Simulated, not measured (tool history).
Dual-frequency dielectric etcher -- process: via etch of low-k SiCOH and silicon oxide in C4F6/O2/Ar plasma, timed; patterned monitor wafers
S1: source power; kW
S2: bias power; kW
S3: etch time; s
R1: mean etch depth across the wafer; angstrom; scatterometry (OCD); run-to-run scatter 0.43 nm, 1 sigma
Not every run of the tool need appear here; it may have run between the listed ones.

{"run": 1, "hour": 0.0, "S1": 0.32, "S2": 0.154, "S3": 50.5, "R1": 1157.2}
{"run": 2, "hour": 8.6, "S1": 0.28, "S2": 0.154, "S3": 50.5, "R1": 1080.3}
{"run": 3, "hour": 15.6, "S1": 0.31, "S2": 0.154, "S3": 50.5, "R1": 1133.2}
{"run": 4, "hour": 19.8, "S1": 0.29, "S2": 0.148, "S3": 50.5, "R1": 1088.8}
{"run": 5, "hour": 20.7, "S1": 0.29, "S2": 0.148, "S3": 50.5, "R1": 1086.4}
{"run": 6, "hour": 29.4, "S1": 0.29, "S2": 0.148, "S3": 47, "R1": 1004.3}

For run 7, what comes out?
{"run": 7, "hour": 33.2, "S1": 0.28, "S2": 0.147, "S3": 47, "R1": "?"}

R1: 992.8 angstrom

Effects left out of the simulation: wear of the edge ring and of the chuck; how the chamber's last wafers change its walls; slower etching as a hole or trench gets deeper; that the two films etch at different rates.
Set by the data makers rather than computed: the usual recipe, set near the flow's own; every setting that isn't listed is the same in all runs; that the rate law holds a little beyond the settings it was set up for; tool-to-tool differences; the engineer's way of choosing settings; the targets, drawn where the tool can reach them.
